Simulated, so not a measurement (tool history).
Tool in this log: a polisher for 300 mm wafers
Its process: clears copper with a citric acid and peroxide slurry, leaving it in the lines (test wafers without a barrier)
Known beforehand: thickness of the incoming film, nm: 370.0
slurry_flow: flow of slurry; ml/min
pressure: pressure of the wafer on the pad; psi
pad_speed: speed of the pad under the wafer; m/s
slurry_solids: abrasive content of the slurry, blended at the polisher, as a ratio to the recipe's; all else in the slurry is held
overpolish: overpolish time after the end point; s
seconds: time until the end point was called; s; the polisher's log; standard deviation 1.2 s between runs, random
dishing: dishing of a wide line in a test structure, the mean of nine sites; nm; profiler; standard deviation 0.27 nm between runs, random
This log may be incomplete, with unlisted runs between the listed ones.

run	hour	slurry_flow	pressure	pad_speed	slurry_solids	overpolish	seconds	dishing
1	0	250	3.4	1.32	1	18	105.19	32.738
2	7.8	250	3.4	1.38	1	15	101.22	29.918
3	16.4	245	3.4	1.44	0.95	13	100.91	27.029
4	24	245	3.4	1.3	0.95	13	108.29	25.313
5	31.2	245	3.7	1.28	0.9	11	104.97	23.385
# hour 35.2: worn pad replaced by a new one
6	35.2	245	4.3	1.28	0.9	11	88.475	27.451

Run 7 has not been measured yet. What should we expect?
7	43.8	245	4.4	1.28	0.85	10	?	?

Run 7 measured seconds 88.347 s, dishing 25.613 nm.
